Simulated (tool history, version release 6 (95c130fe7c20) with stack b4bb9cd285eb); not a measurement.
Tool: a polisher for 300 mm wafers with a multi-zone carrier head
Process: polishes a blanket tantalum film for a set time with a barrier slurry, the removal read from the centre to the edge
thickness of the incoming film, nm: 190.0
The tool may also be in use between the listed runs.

run    day  flow of slurry (ml/min)  pressure of the head's centre zone  pressure of the head's middle zone  pressure of the head's edge zone  abrasive content of the slurry  polishing time (s)  film removed at the wafer's centre (nm)  film removed at mid-radius (nm)  film removed at the wafer's edge (nm)
  1      0                      205                                   1                                   1                                 1                               1                  63                                   65.694                           66.745                                 68.703
  2  0.367                      165                                   1                                   1                                 1                               1                  63                                   63.259                           63.696                                  66.25
  3  0.404                      190                                   1                                   1                                 1                               1                  63                                   65.458                           65.168                                  68.09
  4  0.458                      180                                   1                                1.02                              0.96                             0.9                  63                                   62.315                           62.912                                 63.842
  5  0.633                      205                                   1                                1.02                              0.96                             0.9                  63                                   63.803                           64.054                                 64.113
  6  0.883                      200                                0.99                                1.04                              0.93                            0.85                  63                                   61.529                           64.078                                 62.106
  7  1.162                      195                                0.99                                1.05                              0.91                             0.8                  63                                   59.998                           62.923                                 59.929

Run 8 comes next. What will it give?
  8  1.242                      195                                0.99                                1.05                              0.91                             0.8                  63                                        ?                                ?                                      ?

{"run 8": {"film removed at the wafer's centre (nm)": 59.451, "film removed at mid-radius (nm)": 64.522, "film removed at the wafer's edge (nm)": 60.128}}
